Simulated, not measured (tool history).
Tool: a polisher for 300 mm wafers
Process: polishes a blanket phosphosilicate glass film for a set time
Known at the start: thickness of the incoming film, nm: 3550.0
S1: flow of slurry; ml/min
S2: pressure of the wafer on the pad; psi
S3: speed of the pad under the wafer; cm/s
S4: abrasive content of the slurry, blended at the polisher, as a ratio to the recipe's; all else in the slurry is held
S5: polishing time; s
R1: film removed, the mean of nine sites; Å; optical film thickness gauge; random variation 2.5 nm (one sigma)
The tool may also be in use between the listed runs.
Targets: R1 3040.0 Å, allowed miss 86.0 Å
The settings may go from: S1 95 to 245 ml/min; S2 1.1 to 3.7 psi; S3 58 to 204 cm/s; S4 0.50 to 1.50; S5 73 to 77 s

run    day   S1   S2   S3    S4  S5      R1
  1  0.000  155  2.4  130  1.00  73  5875.2
  2  0.200  155  2.4  130  1.00  73  5933.1
  3  0.292  150  2.1  126  1.00  73  5046.7
  4  0.375  110  2.1  126  1.00  73  4694.6
  5  0.667  110  1.9  126  1.00  73  4357.8
  6  0.971  110  1.7  126  1.00  73  3862.6
  7  1.179  110  1.6  126  1.00  73  3667.3
  8  1.458  110  1.5  126  1.00  73  3477.4
  9  1.612  110  1.4  126  1.00  73  3249.9

Which of these 4 next moves meets every target?
  A  1.767  140  1.2  152  0.90  75   ?
  B  1.767  185  1.7   72  1.15  75   ?
  C  1.767   95  1.1  138  1.05  75   ?
  D  1.767  135  1.1  118  1.25  73   ?

move      R1
   A  3323.2
   B  3000.2
   C  2760.6
   D  2807.6
A: further off than the last run
B: meets every target
C: takes the result that was furthest off past its target
D: takes the result that was furthest off past its target
Move B is the one to make.

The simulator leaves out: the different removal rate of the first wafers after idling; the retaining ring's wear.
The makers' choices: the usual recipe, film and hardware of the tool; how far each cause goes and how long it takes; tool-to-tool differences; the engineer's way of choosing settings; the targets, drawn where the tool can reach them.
